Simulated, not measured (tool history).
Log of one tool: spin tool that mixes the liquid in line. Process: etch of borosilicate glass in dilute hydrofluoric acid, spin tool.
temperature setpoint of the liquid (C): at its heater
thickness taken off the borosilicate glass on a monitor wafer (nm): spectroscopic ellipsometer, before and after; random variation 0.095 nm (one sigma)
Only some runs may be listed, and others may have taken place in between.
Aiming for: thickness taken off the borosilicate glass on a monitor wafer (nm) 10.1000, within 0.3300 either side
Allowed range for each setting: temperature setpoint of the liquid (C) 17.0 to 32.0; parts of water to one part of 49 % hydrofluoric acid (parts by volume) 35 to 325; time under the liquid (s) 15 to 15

run  hour  temperature setpoint of the liquid (C)  parts of water to one part of 49 % hydrofluoric acid (parts by volume)  time under the liquid (s)  thickness taken off the borosilicate glass on a monitor wafer (nm)
  1   0.0                                    24.0                                                                     180                         15                                                              2.5446
  2   1.2                                    26.5                                                                     135                         15                                                              3.8787
  3   7.1                                    26.5                                                                     200                         15                                                              2.4147
  4   8.7                                    28.0                                                                     150                         15                                                              3.5989
  5  15.8                                    29.0                                                                     115                         15                                                              5.1420
  6  21.5                                    30.0                                                                      95                         15                                                              6.6541
  7  25.6                                    30.5                                                                      85                         15                                                              7.6963
  8  32.1                                    31.0                                                                      80                         15                                                              8.3770
  9  39.2                                    31.5                                                                      75                         15                                                              9.1516

Exactly one of the 4 candidate moves below puts every result within its allowed miss. Which one?
  A  46.3                                    32.0                                                                      65                         15                                                                   ?
  B  46.3                                    30.5                                                                      80                         15                                                                   ?
  C  46.3                                    27.5                                                                      60                         15                                                                   ?
  D  46.3                                    32.0                                                                      85                         15                                                                   ?

move  thickness taken off the borosilicate glass on a monitor wafer (nm)
   A                                                             10.8480
   B                                                              8.1374
   C                                                              9.9410
   D                                                              8.0433
A: pushes the last run's worst result past its target
B: lands further from the targets than the last run did
C: all results land within tolerance of their targets
D: lands further from the targets than the last run did
Go with C: it meets all targets.
